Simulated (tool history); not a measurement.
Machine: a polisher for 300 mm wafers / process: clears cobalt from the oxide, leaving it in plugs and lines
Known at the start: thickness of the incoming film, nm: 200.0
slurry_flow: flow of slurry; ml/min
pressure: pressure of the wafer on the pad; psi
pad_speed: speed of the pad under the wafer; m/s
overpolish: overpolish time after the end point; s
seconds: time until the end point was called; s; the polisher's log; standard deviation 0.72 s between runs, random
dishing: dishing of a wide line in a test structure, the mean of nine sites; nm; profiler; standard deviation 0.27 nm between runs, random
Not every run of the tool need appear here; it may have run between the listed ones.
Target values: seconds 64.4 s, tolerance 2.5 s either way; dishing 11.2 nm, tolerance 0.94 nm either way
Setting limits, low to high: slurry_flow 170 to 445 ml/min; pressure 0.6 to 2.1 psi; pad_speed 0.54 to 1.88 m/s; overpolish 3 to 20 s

run 1 hour=0 | slurry_flow=285 pressure=1.3 pad_speed=1.2 overpolish=10 | seconds=43.918 dishing=32.712
run 2 hour=4 | slurry_flow=285 pressure=1.2 pad_speed=1.2 overpolish=9 | seconds=47.504 dishing=27.896
run 3 hour=12 | slurry_flow=285 pressure=1.1 pad_speed=1.22 overpolish=8 | seconds=52.016 dishing=24.626
run 4 hour=20.6 | slurry_flow=285 pressure=0.9 pad_speed=1.22 overpolish=8 | seconds=61.594 dishing=21.72
run 5 hour=24.4 | slurry_flow=285 pressure=1.1 pad_speed=1.22 overpolish=8 | seconds=51.424 dishing=24.835
run 6 hour=26.6 | slurry_flow=285 pressure=1.1 pad_speed=1.22 overpolish=5 | seconds=50.219 dishing=17.652
run 7 hour=29.3 | slurry_flow=285 pressure=0.7 pad_speed=1.2 overpolish=3 | seconds=80.712 dishing=6.9179
run 8 hour=38 | slurry_flow=285 pressure=0.8 pad_speed=1.2 overpolish=4 | seconds=69.118 dishing=10.435

Which of these 4 next moves meets every target?
run A hour=46.7 | slurry_flow=310 pressure=0.7 pad_speed=1.4 overpolish=5 | seconds=? dishing=?
run B hour=46.7 | slurry_flow=345 pressure=0.7 pad_speed=1.36 overpolish=4 | seconds=? dishing=?
run C hour=46.7 | slurry_flow=295 pressure=0.8 pad_speed=1.3 overpolish=5 | seconds=? dishing=?
run D hour=46.7 | slurry_flow=305 pressure=1 pad_speed=1.04 overpolish=4 | seconds=? dishing=?

move=A seconds=69.435 dishing=13.067
move=B seconds=70.824 dishing=10.477
move=C seconds=65.986 dishing=13.675
move=D seconds=65.888 dishing=11.192
A: its largest miss is bigger than the last run's
B: its largest miss is bigger than the last run's
C: meets the target for the result that was furthest off, but another lies outside its allowed miss
D: every result within its allowed miss
The move that meets every target is D.
